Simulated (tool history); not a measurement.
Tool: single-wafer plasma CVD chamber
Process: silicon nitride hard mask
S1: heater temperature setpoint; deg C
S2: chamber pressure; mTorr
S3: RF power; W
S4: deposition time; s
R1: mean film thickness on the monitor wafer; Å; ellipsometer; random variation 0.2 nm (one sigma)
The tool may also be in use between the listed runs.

run,hour,S1,S2,S3,S4,R1
1,0,380,1360,330,30.6,308.21
2,3.7,371,1360,330,30.6,312.3
3,10.3,371,1500,340,30.6,334.04
4,17.2,371,1500,340,29.1,316.63
5,18,371,1610,345,29.1,328.1
6,20.9,378,1610,345,29.1,323.67
7,27.7,377,1690,350,29.1,333.38

Run 8 comes next. What will it give?
8,28.2,376,1750,355,29.1,?

Run 8 gave R1 340.7 Å.
